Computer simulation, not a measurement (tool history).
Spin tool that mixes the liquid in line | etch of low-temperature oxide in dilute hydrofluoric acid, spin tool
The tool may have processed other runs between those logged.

| run | hour | temperature setpoint of the liquid (C) | parts of water to one part of 49 % hydrofluoric acid (parts by volume) | time under the liquid (s) | thickness taken off the low-temperature oxide on a monitor wafer (Å) |
|---|---|---|---|---|---|
| 1 | 0 | 23 | 80 | 30 | 49.844 |
| 2 | 6 | 21.5 | 80 | 30 | 46.521 |
| 3 | 8.4 | 19 | 80 | 30 | 42.592 |
| 4 | 15.9 | 19 | 80 | 25 | 35.478 |
| 5 | 19.7 | 20 | 80 | 25 | 36.85 |
| 6 | 25.6 | 20.5 | 80 | 25 | 37.709 |
| 7 | 30.6 | 21 | 80 | 25 | 38.262 |

What will run 8 give?
| 8 | 36.2 | 21.5 | 80 | 25 | ? |

{"run 8": {"thickness taken off the low-temperature oxide on a monitor wafer (Å)": 38.74}}
